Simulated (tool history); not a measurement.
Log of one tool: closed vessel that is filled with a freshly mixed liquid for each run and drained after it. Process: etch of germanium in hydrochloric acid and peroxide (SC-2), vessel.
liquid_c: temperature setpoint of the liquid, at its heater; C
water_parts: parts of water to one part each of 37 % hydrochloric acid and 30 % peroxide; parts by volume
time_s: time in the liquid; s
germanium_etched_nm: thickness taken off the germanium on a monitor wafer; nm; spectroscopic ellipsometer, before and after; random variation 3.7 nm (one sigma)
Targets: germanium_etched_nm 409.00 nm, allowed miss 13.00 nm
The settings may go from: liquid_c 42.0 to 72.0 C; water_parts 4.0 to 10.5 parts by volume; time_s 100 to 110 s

run 1 hour=0.0 | liquid_c=58.0 water_parts=5.5 time_s=100 | germanium_etched_nm=314.63
run 2 hour=6.4 | liquid_c=60.5 water_parts=5.5 time_s=100 | germanium_etched_nm=336.94
run 3 hour=11.3 | liquid_c=60.5 water_parts=5.5 time_s=110 | germanium_etched_nm=374.18
run 4 hour=15.5 | liquid_c=61.5 water_parts=5.5 time_s=110 | germanium_etched_nm=382.94
run 5 hour=19.7 | liquid_c=61.5 water_parts=4.0 time_s=110 | germanium_etched_nm=387.60
run 6 hour=26.9 | liquid_c=61.5 water_parts=4.0 time_s=100 | germanium_etched_nm=347.34
run 7 hour=29.7 | liquid_c=63.0 water_parts=4.0 time_s=100 | germanium_etched_nm=372.21
run 8 hour=38.1 | liquid_c=64.0 water_parts=4.0 time_s=100 | germanium_etched_nm=380.89
run 9 hour=46.2 | liquid_c=64.5 water_parts=4.0 time_s=100 | germanium_etched_nm=386.22

4 next moves are on the table. One of them brings every result within its allowed miss. Which?
run A hour=54.3 | liquid_c=65.5 water_parts=6.5 time_s=110 | germanium_etched_nm=?
run B hour=54.3 | liquid_c=65.0 water_parts=4.0 time_s=105 | germanium_etched_nm=?
run C hour=54.3 | liquid_c=66.0 water_parts=4.5 time_s=110 | germanium_etched_nm=?
run D hour=54.3 | liquid_c=59.5 water_parts=4.5 time_s=110 | germanium_etched_nm=?

move=A germanium_etched_nm=427.99
move=B germanium_etched_nm=410.32
move=C germanium_etched_nm=441.42
move=D germanium_etched_nm=363.89
A: takes the result that was furthest off past its target
B: meets every target
C: takes the result that was furthest off past its target
D: further off than the last run
Answer: B
